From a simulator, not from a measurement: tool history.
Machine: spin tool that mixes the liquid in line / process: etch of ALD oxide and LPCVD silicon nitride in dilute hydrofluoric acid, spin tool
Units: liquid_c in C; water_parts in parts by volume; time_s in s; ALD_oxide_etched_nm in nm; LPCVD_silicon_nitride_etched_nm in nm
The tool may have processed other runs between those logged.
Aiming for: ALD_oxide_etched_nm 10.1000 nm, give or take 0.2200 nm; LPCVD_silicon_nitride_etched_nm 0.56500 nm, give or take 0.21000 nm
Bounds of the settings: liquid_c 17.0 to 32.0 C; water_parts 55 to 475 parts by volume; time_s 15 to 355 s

run  hour  liquid_c  water_parts  time_s  ALD_oxide_etched_nm  LPCVD_silicon_nitride_etched_nm
  1   0.0      24.0          265     180               5.4310                          0.28870
  2   4.3      24.0          225     180               6.6992                          0.38232
  3  13.2      24.5          220     180               7.0261                          0.36112
  4  17.9      25.0          220     180               7.2167                          0.44004
  5  19.7      25.0          285     180               5.1280                          0.32589
  6  22.5      25.5          275     180               5.5250                          0.31063
  7  24.8      26.0          270     180               5.7081                          0.35899
  8  29.1      26.5          260     180               6.0936                          0.36425
  9  35.7      27.0          255     180               6.4457                          0.41370
 10  37.9      27.5          250     180               6.6420                          0.32822
 11  40.8      28.5          160     185              12.2780                          0.70308

Consider the 5 candidate settings below. Which is the only one whose results all fall within their allowed miss of target?
  A  43.7      27.5          210     240                    ?                                ?
  B  43.7      32.0          290     255                    ?                                ?
  C  43.7      27.5          165     165                    ?                                ?
  D  43.7      29.5          175     155                    ?                                ?
  E  43.7      25.0          185     220                    ?                                ?

move  ALD_oxide_etched_nm  LPCVD_silicon_nitride_etched_nm
   A              11.0580                          0.57109
   B               9.0182                          0.56810
   C              10.2030                          0.50050
   D               9.5919                          0.50098
   E              10.8150                          0.50898
A: closes in on the targets versus the last run, not all within tolerance yet
B: pushes the last run's worst result past its target
C: all results land within tolerance of their targets
D: pushes the last run's worst result past its target
E: closes in on the targets versus the last run, not all within tolerance yet
The right move is C.
